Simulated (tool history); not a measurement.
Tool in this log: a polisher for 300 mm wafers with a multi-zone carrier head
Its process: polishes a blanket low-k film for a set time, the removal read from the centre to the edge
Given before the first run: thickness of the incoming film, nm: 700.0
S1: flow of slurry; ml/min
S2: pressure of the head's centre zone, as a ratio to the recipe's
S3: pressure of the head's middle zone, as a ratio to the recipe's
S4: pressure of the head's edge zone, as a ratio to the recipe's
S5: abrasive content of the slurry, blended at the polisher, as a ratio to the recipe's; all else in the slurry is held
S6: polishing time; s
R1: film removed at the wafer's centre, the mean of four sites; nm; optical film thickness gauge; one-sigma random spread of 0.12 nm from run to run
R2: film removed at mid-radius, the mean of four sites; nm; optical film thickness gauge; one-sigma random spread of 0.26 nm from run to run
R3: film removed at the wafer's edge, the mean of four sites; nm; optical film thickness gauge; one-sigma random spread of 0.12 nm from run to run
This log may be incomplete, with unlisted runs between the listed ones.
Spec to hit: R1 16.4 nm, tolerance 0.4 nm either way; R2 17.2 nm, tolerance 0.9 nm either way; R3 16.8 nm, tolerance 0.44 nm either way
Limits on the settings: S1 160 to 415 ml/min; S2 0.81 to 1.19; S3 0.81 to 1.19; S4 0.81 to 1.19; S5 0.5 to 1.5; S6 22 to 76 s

Run 1, hour 0: S1 265 ml/min, S2 1, S3 1, S4 1, S5 1, S6 49 s. Result: R1 21.846 nm, R2 22.54 nm, R3 22.449 nm.
Run 2, hour 6.8: S1 265 ml/min, S2 1.07, S3 1, S4 1, S5 1, S6 49 s. Result: R1 23.656 nm, R2 22.457 nm, R3 22.686 nm.
Run 3, hour 8.5: S1 265 ml/min, S2 1.03, S3 0.98, S4 0.95, S5 0.85, S6 49 s. Result: R1 21.093 nm, R2 20.276 nm, R3 20.175 nm.
Run 4, hour 14.7: S1 255 ml/min, S2 0.98, S3 0.96, S4 0.91, S5 0.8, S6 49 s. Result: R1 19.204 nm, R2 19.55 nm, R3 19.275 nm.
Run 5, hour 20.9: S1 255 ml/min, S2 0.98, S3 0.96, S4 0.91, S5 0.8, S6 55 s. Result: R1 21.573 nm, R2 21.558 nm, R3 21.605 nm.
Run 6, hour 22.9: S1 255 ml/min, S2 0.98, S3 0.96, S4 0.91, S5 0.8, S6 45 s. Result: R1 17.593 nm, R2 17.562 nm, R3 17.62 nm.
At hour 24.8: slurry nozzle cleaned.
Run 7, hour 24.8: S1 240 ml/min, S2 0.97, S3 0.96, S4 0.89, S5 0.8, S6 45 s. Result: R1 18.21 nm, R2 18.348 nm, R3 17.868 nm.
Run 8, hour 32.5: S1 260 ml/min, S2 0.95, S3 0.95, S4 0.88, S5 0.8, S6 45 s. Result: R1 18.172 nm, R2 18.275 nm, R3 18.445 nm.
Run 9, hour 39.7: S1 235 ml/min, S2 0.95, S3 0.95, S4 0.89, S5 0.8, S6 45 s. Result: R1 17.932 nm, R2 17.569 nm, R3 18.08 nm.
Run 10, hour 41.6: S1 235 ml/min, S2 0.94, S3 0.96, S4 0.88, S5 0.75, S6 45 s. Result: R1 17.249 nm, R2 17.482 nm, R3 17.363 nm.
Run 11, hour 43.4: S1 230 ml/min, S2 0.93, S3 0.97, S4 0.88, S5 0.75, S6 45 s. Result: R1 16.879 nm, R2 18.158 nm, R3 17.63 nm.

Exercise: of the 4 proposed moves below, exactly one satisfies all targets within the stated allowed misses. Which move is it?
Run A, hour 45.2: S1 180 ml/min, S2 0.91, S3 0.93, S4 0.81, S5 0.85, S6 44 s. Result: R1 ?, R2 ?, R3 ?.
Run B, hour 45.2: S1 205 ml/min, S2 0.96, S3 1.06, S4 0.81, S5 0.75, S6 45 s. Result: R1 ?, R2 ?, R3 ?.
Run C, hour 45.2: S1 230 ml/min, S2 0.95, S3 0.83, S4 0.92, S5 0.9, S6 39 s. Result: R1 ?, R2 ?, R3 ?.
Run D, hour 45.2: S1 200 ml/min, S2 0.98, S3 0.85, S4 0.87, S5 0.75, S6 44 s. Result: R1 ?, R2 ?, R3 ?.

move      R1      R2      R3
   A  16.225   17.43  17.028
   B  16.916  19.001  16.631
   C   16.14  15.154  16.944
   D  16.787  15.588  16.778
A: every result within its allowed miss
B: the worst result of the last run now meets its target, but another is out of spec
C: the worst result of the last run now meets its target, but another is out of spec
D: the worst result of the last run now meets its target, but another is out of spec
A meets every target.
